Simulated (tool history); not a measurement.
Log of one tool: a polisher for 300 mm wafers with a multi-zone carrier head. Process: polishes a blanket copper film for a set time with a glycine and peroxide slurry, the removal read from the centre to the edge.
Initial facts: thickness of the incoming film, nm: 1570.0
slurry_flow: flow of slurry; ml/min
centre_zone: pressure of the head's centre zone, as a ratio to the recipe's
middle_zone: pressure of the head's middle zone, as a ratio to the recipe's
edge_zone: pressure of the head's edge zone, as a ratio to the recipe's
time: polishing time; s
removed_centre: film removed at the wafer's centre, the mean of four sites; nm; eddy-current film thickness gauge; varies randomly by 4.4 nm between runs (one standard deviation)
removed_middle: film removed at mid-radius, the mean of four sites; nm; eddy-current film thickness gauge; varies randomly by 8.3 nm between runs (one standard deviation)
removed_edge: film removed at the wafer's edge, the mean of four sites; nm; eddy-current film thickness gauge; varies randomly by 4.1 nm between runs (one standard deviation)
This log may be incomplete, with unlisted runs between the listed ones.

run 1 hour=0 | slurry_flow=255 centre_zone=1 middle_zone=1 edge_zone=1 time=68 | removed_centre=413.04 removed_middle=412.91 removed_edge=409.76
run 2 hour=6.8 | slurry_flow=255 centre_zone=1 middle_zone=1.07 edge_zone=1 time=68 | removed_centre=411.61 removed_middle=425.77 removed_edge=409.08
run 3 hour=13.5 | slurry_flow=255 centre_zone=1 middle_zone=1 edge_zone=1 time=68 | removed_centre=407.21 removed_middle=414.35 removed_edge=404.91
run 4 hour=21.5 | slurry_flow=255 centre_zone=1 middle_zone=1 edge_zone=1 time=60 | removed_centre=355.99 removed_middle=361.16 removed_edge=364.69
run 5 hour=26.1 | slurry_flow=255 centre_zone=1 middle_zone=1 edge_zone=1 time=47 | removed_centre=284.3 removed_middle=282.22 removed_edge=283.36
run 6 hour=27.4 | slurry_flow=255 centre_zone=1 middle_zone=1 edge_zone=0.97 time=47 | removed_centre=282.63 removed_middle=287.24 removed_edge=280.9
run 7 hour=32.4 | slurry_flow=300 centre_zone=1.05 middle_zone=1.1 edge_zone=1.07 time=66 | removed_centre=427.37 removed_middle=431.24 removed_edge=407.91
run 8 hour=38.6 | slurry_flow=300 centre_zone=1.05 middle_zone=1.1 edge_zone=1.07 time=66 | removed_centre=419.71 removed_middle=424.26 removed_edge=410.79
run 9 hour=40.4 | slurry_flow=305 centre_zone=1.06 middle_zone=1.12 edge_zone=1.09 time=73 | removed_centre=476.06 removed_middle=492.04 removed_edge=459.85
run 10 hour=43.1 | slurry_flow=305 centre_zone=1.07 middle_zone=1.11 edge_zone=1.11 time=78 | removed_centre=509.27 removed_middle=522.26 removed_edge=488.92
run 11 hour=46 | slurry_flow=315 centre_zone=1.07 middle_zone=1.1 edge_zone=1.13 time=82 | removed_centre=542.12 removed_middle=549.78 removed_edge=525.18

For run 12, what comes out?
run 12 hour=52.7 | slurry_flow=320 centre_zone=1.07 middle_zone=1.1 edge_zone=1.14 time=85 | removed_centre=? removed_middle=? removed_edge=?

Run 12 gave removed_centre 555.84 nm, removed_middle 564.91 nm, removed_edge 547.33 nm.
